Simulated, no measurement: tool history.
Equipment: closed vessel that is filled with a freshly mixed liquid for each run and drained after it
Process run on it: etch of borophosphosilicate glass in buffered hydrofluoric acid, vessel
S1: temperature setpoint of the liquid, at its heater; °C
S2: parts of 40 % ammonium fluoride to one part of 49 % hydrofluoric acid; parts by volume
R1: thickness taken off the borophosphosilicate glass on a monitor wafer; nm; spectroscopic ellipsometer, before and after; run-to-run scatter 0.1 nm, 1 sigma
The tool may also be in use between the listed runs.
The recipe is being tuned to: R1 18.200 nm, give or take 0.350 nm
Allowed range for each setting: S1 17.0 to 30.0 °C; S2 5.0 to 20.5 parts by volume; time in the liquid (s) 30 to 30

run 1 hour=0.0 | S1=22.0 S2=12.5 time_in_the_liquid_(s)=30 | R1=25.278
run 2 hour=4.9 | S1=20.5 S2=12.5 time_in_the_liquid_(s)=30 | R1=23.246
run 3 hour=10.0 | S1=20.5 S2=9.0 time_in_the_liquid_(s)=30 | R1=31.339
run 4 hour=13.2 | S1=20.5 S2=9.0 time_in_the_liquid_(s)=30 | R1=30.913
run 5 hour=17.8 | S1=19.5 S2=10.5 time_in_the_liquid_(s)=30 | R1=26.192
run 6 hour=26.1 | S1=19.5 S2=13.5 time_in_the_liquid_(s)=30 | R1=20.390
run 7 hour=30.4 | S1=19.0 S2=13.5 time_in_the_liquid_(s)=30 | R1=19.950
run 8 hour=33.3 | S1=18.5 S2=13.5 time_in_the_liquid_(s)=30 | R1=19.305

Next run, 4 choices. One meets every target within its allowed miss, the rest don't. Which?
run A hour=36.2 | S1=18.5 S2=14.5 time_in_the_liquid_(s)=30 | R1=?
run B hour=36.2 | S1=21.5 S2=16.5 time_in_the_liquid_(s)=30 | R1=?
run C hour=36.2 | S1=17.5 S2=13.0 time_in_the_liquid_(s)=30 | R1=?
run D hour=36.2 | S1=19.0 S2=14.0 time_in_the_liquid_(s)=30 | R1=?

move=A R1=18.248
move=B R1=18.964
move=C R1=19.219
move=D R1=19.427
A: all results land within tolerance of their targets
B: closer than the last run, but not yet in spec
C: closer than the last run, but not yet in spec
D: moves away from the targets compared with the last run
A meets every target.

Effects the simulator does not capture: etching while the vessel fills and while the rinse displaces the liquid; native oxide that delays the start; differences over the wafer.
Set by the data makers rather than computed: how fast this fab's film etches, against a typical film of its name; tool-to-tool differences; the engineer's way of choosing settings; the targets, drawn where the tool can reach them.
